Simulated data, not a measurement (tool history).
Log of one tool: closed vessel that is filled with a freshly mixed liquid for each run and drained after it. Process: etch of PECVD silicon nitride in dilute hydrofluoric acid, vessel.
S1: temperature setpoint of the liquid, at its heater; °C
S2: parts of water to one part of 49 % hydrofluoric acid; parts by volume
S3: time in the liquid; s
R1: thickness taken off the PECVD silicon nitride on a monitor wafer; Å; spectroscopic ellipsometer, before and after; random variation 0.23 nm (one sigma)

run,hour,S1,S2,S3,R1
1,0,20,85,980,206.96
2,1.8,21.5,85,980,228.47
3,4.6,21.5,95,980,206.05
4,13.9,19,95,980,170.4
5,17.3,21.5,95,980,206.73
# hour 20.3: hydrofluoric acid flow meter replaced
6,20.3,23,95,980,238.76
7,22.3,24,95,980,258.39

Forecast run 8:
8,25.1,24.5,95,980,?

Run 8 gave R1 262.59 Å.

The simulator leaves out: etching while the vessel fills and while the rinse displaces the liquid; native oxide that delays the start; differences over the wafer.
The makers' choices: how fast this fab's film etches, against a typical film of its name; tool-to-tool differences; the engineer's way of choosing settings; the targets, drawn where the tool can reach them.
